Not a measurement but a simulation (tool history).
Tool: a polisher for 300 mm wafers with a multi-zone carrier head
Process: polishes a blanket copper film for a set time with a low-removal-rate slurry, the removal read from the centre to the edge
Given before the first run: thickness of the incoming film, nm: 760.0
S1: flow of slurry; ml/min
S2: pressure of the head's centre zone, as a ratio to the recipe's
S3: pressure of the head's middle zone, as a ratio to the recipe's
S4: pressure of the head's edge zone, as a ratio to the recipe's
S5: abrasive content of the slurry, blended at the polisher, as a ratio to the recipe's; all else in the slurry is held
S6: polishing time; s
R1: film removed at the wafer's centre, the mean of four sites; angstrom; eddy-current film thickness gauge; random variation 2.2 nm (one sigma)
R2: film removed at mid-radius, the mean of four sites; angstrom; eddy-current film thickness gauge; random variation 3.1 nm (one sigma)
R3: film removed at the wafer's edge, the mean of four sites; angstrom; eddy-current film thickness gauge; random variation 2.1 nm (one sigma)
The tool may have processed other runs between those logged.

run 1 day=0 | S1=145 S2=1 S3=1 S4=1 S5=1 S6=74 | R1=3141.8 R2=3195.2 R3=3184.6
run 2 day=0.029 | S1=145 S2=1 S3=0.96 S4=1 S5=1 S6=74 | R1=3177 R2=3101.3 R3=3160.9
run 3 day=0.342 | S1=145 S2=1 S3=0.96 S4=1 S5=0.8 S6=74 | R1=2976.5 R2=2982.1 R3=3052.4
run 4 day=0.458 | S1=135 S2=1.01 S3=0.91 S4=0.97 S5=0.7 S6=73 | R1=2866.7 R2=2640 R3=2922.8
run 5 day=0.65 | S1=135 S2=1.01 S3=0.91 S4=0.97 S5=0.6 S6=73 | R1=2835.6 R2=2611.2 R3=2809.3
run 6 day=1.021 | S1=135 S2=1.05 S3=0.91 S4=0.97 S5=0.6 S6=73 | R1=2911.2 R2=2645.9 R3=2796.5
run 7 day=1.062 | S1=125 S2=1.04 S3=0.9 S4=0.94 S5=0.55 S6=72 | R1=2718.8 R2=2493.2 R3=2700.9
run 8 day=1.346 | S1=105 S2=1.08 S3=0.86 S4=0.85 S5=0.5 S6=70 | R1=2623 R2=2183.6 R3=2404.2
run 9 day=1.533 | S1=105 S2=1.07 S3=0.86 S4=0.87 S5=0.5 S6=70 | R1=2624.3 R2=2168.6 R3=2417.3
run 10 day=1.838 | S1=105 S2=1.06 S3=0.86 S4=0.88 S5=0.5 S6=70 | R1=2538.8 R2=2163.7 R3=2410

Run 11 is up next; what results do you expect?
run 11 day=2.025 | S1=110 S2=1.06 S3=0.86 S4=0.89 S5=0.5 S6=70 | R1=? R2=? R3=?

R1: 2620.8 angstrom
R2: 2261.5 angstrom
R3: 2434 angstrom
